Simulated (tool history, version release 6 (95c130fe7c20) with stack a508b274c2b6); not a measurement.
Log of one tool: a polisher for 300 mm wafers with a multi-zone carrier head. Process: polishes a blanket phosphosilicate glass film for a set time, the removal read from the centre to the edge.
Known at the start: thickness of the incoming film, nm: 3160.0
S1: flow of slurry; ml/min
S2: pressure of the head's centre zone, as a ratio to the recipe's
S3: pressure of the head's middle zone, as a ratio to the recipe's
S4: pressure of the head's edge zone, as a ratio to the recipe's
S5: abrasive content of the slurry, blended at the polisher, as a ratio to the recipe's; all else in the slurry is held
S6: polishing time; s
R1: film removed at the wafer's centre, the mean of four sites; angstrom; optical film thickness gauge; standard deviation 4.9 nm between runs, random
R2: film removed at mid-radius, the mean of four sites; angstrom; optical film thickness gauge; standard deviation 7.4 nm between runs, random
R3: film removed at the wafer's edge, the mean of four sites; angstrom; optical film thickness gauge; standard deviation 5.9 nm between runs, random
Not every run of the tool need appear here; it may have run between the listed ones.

run	day	S1	S2	S3	S4	S5	S6	R1	R2	R3
1	0	140	1	1	1	1	37	3657.2	3665	3592.5
2	0.242	140	1	1	1	1.1	37	3902.6	3974.3	3699.6
3	0.579	140	1	1.08	1	1.1	37	3920.1	4113.5	3799.5
4	0.667	140	1	1.08	1	1.1	29	3043.1	3257.7	2964.2
5	0.908	140	0.94	1.08	1	1.1	29	2857.6	3203.1	2964.2
6	1.183	140	0.98	1.01	1.05	1.2	33	3577.8	3690.9	3688.3
7	1.346	150	1.02	0.98	1.09	1.3	34	4024.5	3881.6	4051
8	1.704	160	1.05	0.97	1.11	1.35	36	4602.1	4075	4409.2
9	1.821	160	1.06	0.97	1.12	1.4	38	4951.6	4532.5	4670.1
10	2.162	170	1.07	0.95	1.14	1.45	39	5261.9	4670	5046.5

Run 11, settings as shown, results not yet in. Your forecast:
11	2.242	175	1.08	0.94	1.15	1.45	40	?	?	?

{"run 11": {"R1": 5454.1, "R2": 4723.6, "R3": 5207.8}}
